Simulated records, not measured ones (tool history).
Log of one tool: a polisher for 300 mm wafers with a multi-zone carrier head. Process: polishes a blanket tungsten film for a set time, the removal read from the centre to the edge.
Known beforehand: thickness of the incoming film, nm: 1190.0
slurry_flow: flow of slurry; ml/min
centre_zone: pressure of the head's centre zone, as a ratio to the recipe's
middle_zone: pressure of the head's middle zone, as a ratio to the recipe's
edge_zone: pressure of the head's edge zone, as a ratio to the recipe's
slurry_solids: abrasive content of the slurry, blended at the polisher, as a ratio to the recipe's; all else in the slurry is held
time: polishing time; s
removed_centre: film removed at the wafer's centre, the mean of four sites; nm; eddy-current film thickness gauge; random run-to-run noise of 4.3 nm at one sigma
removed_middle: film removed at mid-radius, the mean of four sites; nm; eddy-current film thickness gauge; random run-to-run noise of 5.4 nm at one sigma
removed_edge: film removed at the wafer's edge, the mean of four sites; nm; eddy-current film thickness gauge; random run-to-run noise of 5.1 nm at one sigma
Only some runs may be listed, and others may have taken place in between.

run  hour  slurry_flow  centre_zone  middle_zone  edge_zone  slurry_solids  time  removed_centre  removed_middle  removed_edge
  1     0          170            1            1          1              1    56          379.93          382.35        381.03
  2   8.8          170         0.95            1          1              1    56          362.86          377.08        380.98
  3  12.3          180         0.97         1.03       1.02            1.1    56          375.57          392.12        391.01
  4  14.6          180         0.97         1.03       1.02            1.2    56          387.11          397.15        390.02
  5  21.8          185         0.97         1.06       1.03           1.25    58           398.4          431.58        416.41
  6  30.3          185         0.97         1.06       1.03           1.15    58          401.89          419.02         408.9
  7  36.9          185         0.97         1.08       1.03            1.2    59          400.48          448.56        412.17
  8  37.5          190         0.98         1.09       1.05           1.25    60          425.51          460.79        439.96
  9  41.2          200         0.99         1.11       1.06           1.25    60          432.66          459.11        439.55

Expected results for the next run?
 10  44.4          200         0.99         1.12       1.06            1.3    61               ?               ?             ?

{"run 10": {"removed_centre": 442.93, "removed_middle": 490.53, "removed_edge": 458.23}}

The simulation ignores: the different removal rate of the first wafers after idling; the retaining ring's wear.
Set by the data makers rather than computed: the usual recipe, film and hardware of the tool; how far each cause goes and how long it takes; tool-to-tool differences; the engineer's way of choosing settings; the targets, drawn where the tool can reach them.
